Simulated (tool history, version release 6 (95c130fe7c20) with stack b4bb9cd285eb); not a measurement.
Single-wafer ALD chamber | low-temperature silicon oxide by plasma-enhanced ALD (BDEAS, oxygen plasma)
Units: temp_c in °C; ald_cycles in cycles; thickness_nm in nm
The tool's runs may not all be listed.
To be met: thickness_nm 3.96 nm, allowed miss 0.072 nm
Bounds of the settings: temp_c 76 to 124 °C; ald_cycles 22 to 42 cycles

run 1 day=0 | temp_c=100 ald_cycles=32 | thickness_nm=4.7733
run 2 day=0.242 | temp_c=102 ald_cycles=31 | thickness_nm=4.6109
run 3 day=0.438 | temp_c=102 ald_cycles=34 | thickness_nm=5.0975
run 4 day=0.767 | temp_c=97 ald_cycles=34 | thickness_nm=5.1467
run 5 day=1.121 | temp_c=107 ald_cycles=34 | thickness_nm=4.9781
run 6 day=1.217 | temp_c=112 ald_cycles=34 | thickness_nm=4.9923
run 7 day=1.567 | temp_c=113 ald_cycles=33 | thickness_nm=4.8433
run 8 day=1.888 | temp_c=113 ald_cycles=32 | thickness_nm=4.7217

4 next moves are on the table. One of them brings every result within its allowed miss. Which?
run A day=2.208 | temp_c=119 ald_cycles=26 | thickness_nm=?
run B day=2.208 | temp_c=104 ald_cycles=25 | thickness_nm=?
run C day=2.208 | temp_c=108 ald_cycles=26 | thickness_nm=?
run D day=2.208 | temp_c=109 ald_cycles=27 | thickness_nm=?

move=A thickness_nm=3.7733
move=B thickness_nm=3.7374
move=C thickness_nm=3.8566
move=D thickness_nm=3.997
A: takes the result that was furthest off past its target
B: takes the result that was furthest off past its target
C: takes the result that was furthest off past its target
D: meets every target
The right move is D.
